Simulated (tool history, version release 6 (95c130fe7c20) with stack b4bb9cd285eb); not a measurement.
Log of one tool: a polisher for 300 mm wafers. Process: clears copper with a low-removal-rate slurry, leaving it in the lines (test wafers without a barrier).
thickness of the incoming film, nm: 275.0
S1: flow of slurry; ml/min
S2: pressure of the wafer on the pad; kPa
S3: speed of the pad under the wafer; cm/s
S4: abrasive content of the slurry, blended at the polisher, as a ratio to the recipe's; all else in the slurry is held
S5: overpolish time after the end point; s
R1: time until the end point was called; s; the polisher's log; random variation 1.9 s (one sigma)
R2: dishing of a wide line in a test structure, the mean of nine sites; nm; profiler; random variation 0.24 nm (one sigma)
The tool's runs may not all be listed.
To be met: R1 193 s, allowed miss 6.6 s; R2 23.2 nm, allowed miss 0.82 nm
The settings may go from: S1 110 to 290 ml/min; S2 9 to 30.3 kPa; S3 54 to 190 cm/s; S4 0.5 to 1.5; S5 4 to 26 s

Run 1, day 0: S1 185 ml/min, S2 19.3 kPa, S3 122 cm/s, S4 1, S5 13 s. Result: R1 103.11 s, R2 27.338 nm.
Run 2, day 0.204: S1 205 ml/min, S2 19.3 kPa, S3 122 cm/s, S4 1, S5 13 s. Result: R1 101.84 s, R2 28.043 nm.
Run 3, day 0.358: S1 195 ml/min, S2 16.5 kPa, S3 120 cm/s, S4 1, S5 15 s. Result: R1 117.94 s, R2 26.617 nm.
Run 4, day 0.646: S1 185 ml/min, S2 14.5 kPa, S3 116 cm/s, S4 1, S5 17 s. Result: R1 138.32 s, R2 25.9 nm.
Run 5, day 0.712: S1 175 ml/min, S2 13.1 kPa, S3 116 cm/s, S4 1, S5 18 s. Result: R1 155.74 s, R2 25.055 nm.
Run 6, day 0.929: S1 205 ml/min, S2 13.1 kPa, S3 116 cm/s, S4 1, S5 18 s. Result: R1 151.99 s, R2 25.88 nm.
Run 7, day 1.229: S1 200 ml/min, S2 12.4 kPa, S3 116 cm/s, S4 1, S5 19 s. Result: R1 158.04 s, R2 25.648 nm.
Run 8, day 1.408: S1 195 ml/min, S2 11.7 kPa, S3 116 cm/s, S4 1, S5 19 s. Result: R1 165.86 s, R2 24.361 nm.
Run 9, day 1.471: S1 190 ml/min, S2 11 kPa, S3 116 cm/s, S4 1, S5 19 s. Result: R1 176.29 s, R2 22.971 nm.
Run 10, day 1.754: S1 180 ml/min, S2 11 kPa, S3 116 cm/s, S4 1, S5 19 s. Result: R1 182.32 s, R2 22.955 nm.
Run 11, day 2.104: S1 145 ml/min, S2 11 kPa, S3 116 cm/s, S4 1, S5 20 s. Result: R1 185.69 s, R2 22.789 nm.

Which of these 5 next moves meets every target?
Run A, day 2.454: S1 170 ml/min, S2 10.3 kPa, S3 108 cm/s, S4 0.9, S5 20 s. Result: R1 ?, R2 ?.
Run B, day 2.454: S1 120 ml/min, S2 11 kPa, S3 118 cm/s, S4 0.5, S5 21 s. Result: R1 ?, R2 ?.
Run C, day 2.454: S1 160 ml/min, S2 10.3 kPa, S3 118 cm/s, S4 0.9, S5 21 s. Result: R1 ?, R2 ?.
Run D, day 2.454: S1 115 ml/min, S2 9.7 kPa, S3 124 cm/s, S4 1.2, S5 21 s. Result: R1 ?, R2 ?.
Run E, day 2.454: S1 130 ml/min, S2 10.3 kPa, S3 120 cm/s, S4 1.05, S5 19 s. Result: R1 ?, R2 ?.

move      R1      R2
   A  197.95  21.209
   B   206.3  21.406
   C  189.91  22.992
   D  201.81  21.715
   E  191.66  20.849
A: brings the result that was furthest off to its target, and leaves another outside
B: takes the result that was furthest off past its target
C: meets every target
D: takes the result that was furthest off past its target
E: brings the result that was furthest off to its target, and leaves another outside
The right move is C.

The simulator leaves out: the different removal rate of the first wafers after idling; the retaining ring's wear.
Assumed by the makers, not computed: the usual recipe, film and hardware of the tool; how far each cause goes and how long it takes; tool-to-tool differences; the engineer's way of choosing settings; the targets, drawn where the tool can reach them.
